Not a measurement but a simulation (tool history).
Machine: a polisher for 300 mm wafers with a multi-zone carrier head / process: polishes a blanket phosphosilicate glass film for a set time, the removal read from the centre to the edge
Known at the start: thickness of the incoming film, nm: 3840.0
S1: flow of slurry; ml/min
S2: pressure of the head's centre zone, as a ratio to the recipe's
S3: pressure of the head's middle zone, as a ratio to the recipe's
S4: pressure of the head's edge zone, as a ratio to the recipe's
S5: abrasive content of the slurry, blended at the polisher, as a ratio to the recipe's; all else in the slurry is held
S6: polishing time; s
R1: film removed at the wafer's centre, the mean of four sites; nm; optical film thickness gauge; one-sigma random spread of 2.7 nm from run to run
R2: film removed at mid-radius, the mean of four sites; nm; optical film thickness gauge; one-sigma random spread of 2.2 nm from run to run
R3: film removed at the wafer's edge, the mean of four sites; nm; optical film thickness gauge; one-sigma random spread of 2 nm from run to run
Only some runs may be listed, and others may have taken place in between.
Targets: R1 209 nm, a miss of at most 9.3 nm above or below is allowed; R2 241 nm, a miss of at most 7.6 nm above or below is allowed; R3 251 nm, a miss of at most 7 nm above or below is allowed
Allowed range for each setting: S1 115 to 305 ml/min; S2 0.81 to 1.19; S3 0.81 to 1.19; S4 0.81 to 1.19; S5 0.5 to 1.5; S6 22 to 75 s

run    day   S1    S2    S3    S4    S5  S6      R1      R2      R3
  1      0  195     1     1     1     1  48  418.86  416.09  430.22
  2  0.375  195     1  0.95     1     1  48  416.05  395.26  434.95
  3  0.617  190  0.97  0.95  0.98  0.95  46  379.62  373.42  396.12
  4  0.683  190  0.93  0.95  0.98  0.95  46  363.34  376.21  397.39
  5  1.025  185  0.91  0.94  0.98   0.9  45  350.86  353.72  381.63
     1.392  -- slurry nozzle cleaned
  6  1.392  185  0.91  0.91  0.98   0.9  45  364.77  363.56  401.25
  7  1.438  180   0.9  0.93  0.99  0.85  43  339.76  347.51   375.3
  8  1.479  175  0.89  0.94     1   0.8  40  300.05  310.84  340.12
  9  1.504  170  0.88  0.95     1  0.75  39  285.67  298.86  324.94
 10  1.821  165  0.87  0.96     1   0.7  38  273.47  288.06  303.57

Exactly one of the 5 candidate moves below puts every result within its allowed miss. Which one?
  A  2.138  165  0.96  0.82  0.85   0.7  53   ?   ?   ?
  B  2.138  145  0.84  1.19  0.82   0.7  37   ?   ?   ?
  C  2.138  175  0.83  0.98     1  0.65  32   ?   ?   ?
  D  2.138  175  1.03  0.86  0.97  0.55  50   ?   ?   ?
  E  2.138  165  1.08  1.11  0.82  0.55  41   ?   ?   ?

move      R1      R2      R3
   A  398.24  354.69   395.3
   B   247.7  334.23   267.5
   C  210.63  242.64  250.53
   D  363.12  317.77  361.34
   E  307.51  320.92  272.23
A: lands further from the targets than the last run did
B: lands further from the targets than the last run did
C: each result inside its tolerance
D: lands further from the targets than the last run did
E: lands further from the targets than the last run did
The move that meets every target is C.
